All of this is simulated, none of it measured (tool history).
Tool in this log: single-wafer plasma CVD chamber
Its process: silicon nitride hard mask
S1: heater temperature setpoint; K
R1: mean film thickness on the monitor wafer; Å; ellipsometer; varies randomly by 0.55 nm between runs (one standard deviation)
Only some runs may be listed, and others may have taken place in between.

{"run": 1, "hour": 0.0, "S1": 678.15, "chamber pressure (Torr)": 2.03, "RF power (kW)": 0.385, "deposition time (s)": 61.6, "R1": 860.42}
{"run": 2, "hour": 1.7, "S1": 678.15, "chamber pressure (Torr)": 2.23, "RF power (kW)": 0.405, "deposition time (s)": 61.7, "R1": 915.74}
{"run": 3, "hour": 4.5, "S1": 678.15, "chamber pressure (Torr)": 2.39, "RF power (kW)": 0.415, "deposition time (s)": 61.8, "R1": 944.6}
{"run": 4, "hour": 10.0, "S1": 678.15, "chamber pressure (Torr)": 2.39, "RF power (kW)": 0.38, "deposition time (s)": 61.8, "R1": 884.84}
{"run": 5, "hour": 13.0, "S1": 678.15, "chamber pressure (Torr)": 2.39, "RF power (kW)": 0.38, "deposition time (s)": 63.6, "R1": 911.29}
{"run": 6, "hour": 16.8, "S1": 686.15, "chamber pressure (Torr)": 2.39, "RF power (kW)": 0.38, "deposition time (s)": 63.6, "R1": 910.4}
{"run": 7, "hour": 19.3, "S1": 686.15, "chamber pressure (Torr)": 2.49, "RF power (kW)": 0.395, "deposition time (s)": 63.6, "R1": 944.14}
{"run": 8, "hour": 21.1, "S1": 686.15, "chamber pressure (Torr)": 2.57, "RF power (kW)": 0.405, "deposition time (s)": 63.6, "R1": 978.53}
{"run": 9, "hour": 25.7, "S1": 686.15, "chamber pressure (Torr)": 2.63, "RF power (kW)": 0.41, "deposition time (s)": 63.6, "R1": 978.24}

The next listed run, before its measurement:
{"run": 10, "hour": 34.0, "S1": 686.15, "chamber pressure (Torr)": 2.67, "RF power (kW)": 0.42, "deposition time (s)": 63.6, "R1": "?"}

{"run 10": {"R1": 1001.3}}

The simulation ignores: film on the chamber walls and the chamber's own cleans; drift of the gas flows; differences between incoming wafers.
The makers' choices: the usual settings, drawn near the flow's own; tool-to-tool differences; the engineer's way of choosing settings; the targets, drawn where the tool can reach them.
